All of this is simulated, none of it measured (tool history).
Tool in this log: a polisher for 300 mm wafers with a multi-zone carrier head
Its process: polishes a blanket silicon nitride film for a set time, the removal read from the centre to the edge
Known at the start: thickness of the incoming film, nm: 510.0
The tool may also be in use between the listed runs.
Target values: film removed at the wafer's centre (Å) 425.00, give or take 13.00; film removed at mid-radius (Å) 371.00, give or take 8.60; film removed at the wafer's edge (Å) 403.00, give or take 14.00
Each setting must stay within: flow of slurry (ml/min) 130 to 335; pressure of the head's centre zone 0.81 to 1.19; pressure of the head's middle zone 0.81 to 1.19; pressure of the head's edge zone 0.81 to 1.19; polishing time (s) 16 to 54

run  hour  flow of slurry (ml/min)  pressure of the head's centre zone  pressure of the head's middle zone  pressure of the head's edge zone  polishing time (s)  film removed at the wafer's centre (Å)  film removed at mid-radius (Å)  film removed at the wafer's edge (Å)
  1   0.0                      215                                1.00                                1.00                              1.00                  35                                  613.86                          598.92                                650.07
  2   1.8                      210                                1.01                                0.97                              0.95                  31                                  539.89                          519.88                                557.28
  3   8.7                      205                                1.02                                0.93                              0.91                  28                                  489.28                          455.47                                489.70
  4  17.6                      195                                1.02                                0.90                              0.88                  27                                  474.75                          429.61                                471.50
  5  21.0                      195                                1.02                                0.90                              0.88                  32                                  553.03                          508.28                                565.09
  6  25.5                      205                                1.03                                0.89                              0.87                  29                                  513.13                          462.92                                510.58
  7  26.2                      195                                1.04                                0.88                              0.86                  27                                  482.31                          419.09                                458.43
  8  31.0                      180                                1.03                                0.88                              0.85                  26                                  448.58                          398.52                                447.35
  9  36.8                      175                                1.04                                0.89                              0.84                  25                                  437.41                          384.67                                422.49
 10  39.6                      170                                1.04                                0.89                              0.83                  25                                  431.46                          392.23                                419.31
 11  48.5                      150                                1.06                                0.85                              0.81                  24                                  408.09                          354.13                                395.52
 12  56.0                      160                                1.06                                0.86                              0.81                  24                                  413.50                          361.65                                399.01
 13  58.4                      165                                1.06                                0.86                              0.81                  24                                  418.95                          357.92                                400.25

Below are 4 possible settings for the next run. Only one of them brings all results inside the allowed miss of their targets. Which is it?
  A  60.8                      170                                1.12                                0.90                              0.81                  23                                       ?                               ?                                     ?
  B  60.8                      160                                1.09                                0.83                              0.82                  24                                       ?                               ?                                     ?
  C  60.8                      190                                1.09                                0.92                              0.87                  23                                       ?                               ?                                     ?
  D  60.8                      200                                1.06                                0.95                              0.91                  22                                       ?                               ?                                     ?

move  film removed at the wafer's centre (Å)  film removed at mid-radius (Å)  film removed at the wafer's edge (Å)
   A                                  414.65                          354.91                                384.31
   B                                  418.82                          347.76                                400.17
   C                                  414.18                          366.41                                399.71
   D                                  391.20                          360.78                                391.08
A: its largest miss is bigger than the last run's
B: its largest miss is bigger than the last run's
C: every result within its allowed miss
D: its largest miss is bigger than the last run's
Answer: C

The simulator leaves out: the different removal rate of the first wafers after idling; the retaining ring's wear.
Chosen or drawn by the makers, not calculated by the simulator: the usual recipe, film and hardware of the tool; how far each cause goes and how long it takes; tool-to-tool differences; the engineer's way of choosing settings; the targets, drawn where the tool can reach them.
